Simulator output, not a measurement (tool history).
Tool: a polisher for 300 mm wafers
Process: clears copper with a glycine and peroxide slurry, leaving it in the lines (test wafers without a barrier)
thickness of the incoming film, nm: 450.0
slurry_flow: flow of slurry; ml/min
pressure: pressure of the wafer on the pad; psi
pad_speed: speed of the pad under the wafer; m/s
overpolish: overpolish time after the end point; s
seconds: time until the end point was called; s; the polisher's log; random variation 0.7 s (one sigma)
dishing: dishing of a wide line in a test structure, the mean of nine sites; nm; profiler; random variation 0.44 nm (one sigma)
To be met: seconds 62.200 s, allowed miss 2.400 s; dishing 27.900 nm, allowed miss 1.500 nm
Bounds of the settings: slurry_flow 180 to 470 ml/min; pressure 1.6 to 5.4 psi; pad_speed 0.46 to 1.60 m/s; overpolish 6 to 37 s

run	hour	slurry_flow	pressure	pad_speed	overpolish	seconds	dishing
1	0.0	300	3.5	1.02	19	67.307	66.083
2	3.6	300	4.2	1.02	19	58.074	74.809
3	6.7	275	3.5	1.16	15	61.358	59.383
4	7.8	275	3.5	1.02	15	67.998	55.272
5	9.9	275	3.5	0.92	15	74.280	51.572
6	15.1	250	3.1	1.06	13	74.523	46.764
7	17.0	230	2.8	1.20	11	72.862	40.093
8	25.1	180	2.0	1.48	6	85.104	20.869
9	27.4	195	2.2	1.52	6	75.426	23.103
10	33.5	220	2.3	1.54	6	71.008	24.762
11	40.0	235	2.3	1.56	6	68.692	24.681
12	45.2	255	2.7	1.56	8	59.681	35.934
13	46.4	235	2.7	1.58	7	58.867	32.415
14	47.6	225	2.7	1.58	7	59.902	31.900
15	50.2	215	2.7	1.58	7	61.524	32.646
16	52.3	300	2.1	1.60	6	71.627	24.462
17	56.5	270	2.2	1.60	6	70.008	25.099
18	65.1	245	2.3	1.60	6	67.209	26.210
19	70.3	230	2.4	1.60	6	65.092	26.793
20	75.6	220	2.4	1.60	6	65.796	26.435

Which of these 4 next moves meets every target?
A	80.9	280	2.5	1.60	6	?	?
B	80.9	195	2.4	1.50	6	?	?
C	80.9	220	2.4	1.54	8	?	?
D	80.9	225	2.6	1.56	7	?	?

move	seconds	dishing
A	62.517	28.603
B	71.852	25.331
C	68.962	33.514
D	63.422	32.278
A: meets every target
B: further off than the last run
C: further off than the last run
D: brings the result that was furthest off to its target, and leaves another outside
Move A is the one to make.
